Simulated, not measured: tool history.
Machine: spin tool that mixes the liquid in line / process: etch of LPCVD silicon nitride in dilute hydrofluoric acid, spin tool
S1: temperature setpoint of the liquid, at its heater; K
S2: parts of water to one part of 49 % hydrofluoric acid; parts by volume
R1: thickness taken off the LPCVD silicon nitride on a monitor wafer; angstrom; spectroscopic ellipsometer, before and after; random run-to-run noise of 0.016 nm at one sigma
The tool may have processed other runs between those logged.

{"run": 1, "hour": 0.0, "S1": 296.15, "S2": 85, "time under the liquid (s)": 40, "R1": 2.5777}
{"run": 2, "hour": 5.7, "S1": 293.65, "S2": 85, "time under the liquid (s)": 40, "R1": 2.0523}
{"run": 3, "hour": 8.0, "S1": 293.65, "S2": 110, "time under the liquid (s)": 40, "R1": 1.6759}
{"run": 4, "hour": 14.1, "S1": 291.65, "S2": 110, "time under the liquid (s)": 40, "R1": 1.4767}
{"run": 5, "hour": 22.7, "S1": 294.15, "S2": 110, "time under the liquid (s)": 40, "R1": 1.7092}
{"run": 6, "hour": 26.3, "S1": 294.15, "S2": 110, "time under the liquid (s)": 40, "R1": 1.7589}
{"run": 7, "hour": 28.2, "S1": 294.15, "S2": 110, "time under the liquid (s)": 40, "R1": 1.7784}
{"run": 8, "hour": 31.6, "S1": 296.65, "S2": 90, "time under the liquid (s)": 40, "R1": 2.441}
{"run": 9, "hour": 35.6, "S1": 298.65, "S2": 75, "time under the liquid (s)": 40, "R1": 3.3791}
{"run": 10, "hour": 40.0, "S1": 300.15, "S2": 65, "time under the liquid (s)": 40, "R1": 4.4014}
{"run": 11, "hour": 48.3, "S1": 301.15, "S2": 60, "time under the liquid (s)": 40, "R1": 5.0004}
{"run": 12, "hour": 56.6, "S1": 301.65, "S2": 55, "time under the liquid (s)": 40, "R1": 5.5852}
{"run": 13, "hour": 61.4, "S1": 302.15, "S2": 55, "time under the liquid (s)": 40, "R1": 5.6915}
{"run": 14, "hour": 68.9, "S1": 302.15, "S2": 55, "time under the liquid (s)": 40, "R1": 5.9617}
{"run": 15, "hour": 77.1, "S1": 302.65, "S2": 55, "time under the liquid (s)": 40, "R1": 6.0811}

Run 16 is up next; what results do you expect?
{"run": 16, "hour": 82.4, "S1": 303.15, "S2": 55, "time under the liquid (s)": 40, "R1": "?"}

Run 16 measured R1 6.0941 angstrom.
